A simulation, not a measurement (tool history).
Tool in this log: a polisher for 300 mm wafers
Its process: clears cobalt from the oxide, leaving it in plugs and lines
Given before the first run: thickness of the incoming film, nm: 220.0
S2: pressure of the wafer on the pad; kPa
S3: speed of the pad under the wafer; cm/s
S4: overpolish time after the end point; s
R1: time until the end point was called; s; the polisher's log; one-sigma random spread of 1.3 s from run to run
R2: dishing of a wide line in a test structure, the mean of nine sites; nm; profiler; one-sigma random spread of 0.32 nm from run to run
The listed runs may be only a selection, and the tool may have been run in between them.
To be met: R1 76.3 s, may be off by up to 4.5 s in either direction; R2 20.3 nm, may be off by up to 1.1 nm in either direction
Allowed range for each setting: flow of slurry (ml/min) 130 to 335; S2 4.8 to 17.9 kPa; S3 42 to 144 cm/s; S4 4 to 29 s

Run 1, hour 0: flow of slurry (ml/min) 215, S2 11 kPa, S3 92 cm/s, S4 15 s. Result: R1 55.69 s, R2 48.791 nm.
Run 2, hour 8.4: flow of slurry (ml/min) 215, S2 11 kPa, S3 106 cm/s, S4 15 s. Result: R1 47.848 s, R2 50.633 nm.
Run 3, hour 9.6: flow of slurry (ml/min) 245, S2 11 kPa, S3 106 cm/s, S4 15 s. Result: R1 46.738 s, R2 53.347 nm.
Run 4, hour 12.6: flow of slurry (ml/min) 220, S2 9.7 kPa, S3 108 cm/s, S4 12 s. Result: R1 53.271 s, R2 42.014 nm.
Run 5, hour 15.8: flow of slurry (ml/min) 200, S2 8.3 kPa, S3 110 cm/s, S4 10 s. Result: R1 61.399 s, R2 33.1 nm.
Run 6, hour 18.7: flow of slurry (ml/min) 200, S2 8.3 kPa, S3 110 cm/s, S4 4 s. Result: R1 60.984 s, R2 14.635 nm.
Run 7, hour 23.9: flow of slurry (ml/min) 200, S2 7.6 kPa, S3 112 cm/s, S4 5 s. Result: R1 64.936 s, R2 17.141 nm.
Run 8, hour 26.2: flow of slurry (ml/min) 200, S2 6.9 kPa, S3 114 cm/s, S4 5 s. Result: R1 72.195 s, R2 16.349 nm.
Run 9, hour 31: flow of slurry (ml/min) 200, S2 6.9 kPa, S3 116 cm/s, S4 5 s. Result: R1 69.357 s, R2 16.253 nm.
Run 10, hour 34.6: flow of slurry (ml/min) 200, S2 6.9 kPa, S3 116 cm/s, S4 6 s. Result: R1 68.335 s, R2 18.763 nm.

Exactly one of the 4 candidate moves below puts every result within its allowed miss. Which one?
Run A, hour 38.2: flow of slurry (ml/min) 240, S2 9 kPa, S3 94 cm/s, S4 6 s. Result: R1 ?, R2 ?.
Run B, hour 38.2: flow of slurry (ml/min) 170, S2 6.9 kPa, S3 110 cm/s, S4 7 s. Result: R1 ?, R2 ?.
Run C, hour 38.2: flow of slurry (ml/min) 150, S2 6.2 kPa, S3 142 cm/s, S4 6 s. Result: R1 ?, R2 ?.
Run D, hour 38.2: flow of slurry (ml/min) 245, S2 7.6 kPa, S3 112 cm/s, S4 6 s. Result: R1 ?, R2 ?.

move      R1      R2
   A  66.209  20.497
   B   75.82  20.843
   C    66.3  20.469
   D  65.417  20.715
A: further off than the last run
B: every result lands within tolerance
C: further off than the last run
D: further off than the last run
B meets every target.

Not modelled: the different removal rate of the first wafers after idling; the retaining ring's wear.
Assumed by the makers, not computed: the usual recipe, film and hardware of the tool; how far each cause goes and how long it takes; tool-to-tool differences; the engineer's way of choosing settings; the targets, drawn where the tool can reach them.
